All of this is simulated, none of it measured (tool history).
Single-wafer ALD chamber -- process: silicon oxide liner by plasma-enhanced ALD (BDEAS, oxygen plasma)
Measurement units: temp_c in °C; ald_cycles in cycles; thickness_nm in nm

{"run": 1, "hour": 0.0, "temp_c": 325, "ald_cycles": 28, "thickness_nm": 2.9016}
{"run": 2, "hour": 3.8, "temp_c": 329, "ald_cycles": 28, "thickness_nm": 2.8943}
{"run": 3, "hour": 9.5, "temp_c": 329, "ald_cycles": 29, "thickness_nm": 2.9829}
{"run": 4, "hour": 10.8, "temp_c": 329, "ald_cycles": 26, "thickness_nm": 2.6698}
{"run": 5, "hour": 14.1, "temp_c": 328, "ald_cycles": 28, "thickness_nm": 2.8859}
{"run": 6, "hour": 16.4, "temp_c": 328, "ald_cycles": 29, "thickness_nm": 2.9842}
{"run": 7, "hour": 20.3, "temp_c": 328, "ald_cycles": 30, "thickness_nm": 3.0872}
{"run": 8, "hour": 21.4, "temp_c": 328, "ald_cycles": 31, "thickness_nm": 3.2023}
{"run": 9, "hour": 26.0, "temp_c": 328, "ald_cycles": 31, "thickness_nm": 3.1831}
{"run": 10, "hour": 31.3, "temp_c": 328, "ald_cycles": 32, "thickness_nm": 3.3054}
{"run": 11, "hour": 39.6, "temp_c": 328, "ald_cycles": 33, "thickness_nm": 3.3801}
{"run": 12, "hour": 42.4, "temp_c": 328, "ald_cycles": 34, "thickness_nm": 3.5387}
{"run": 13, "hour": 48.9, "temp_c": 328, "ald_cycles": 34, "thickness_nm": 3.524}

Predict the results of run 14:
{"run": 14, "hour": 52.6, "temp_c": 328, "ald_cycles": 35, "thickness_nm": "?"}

thickness_nm: 3.5705 nm
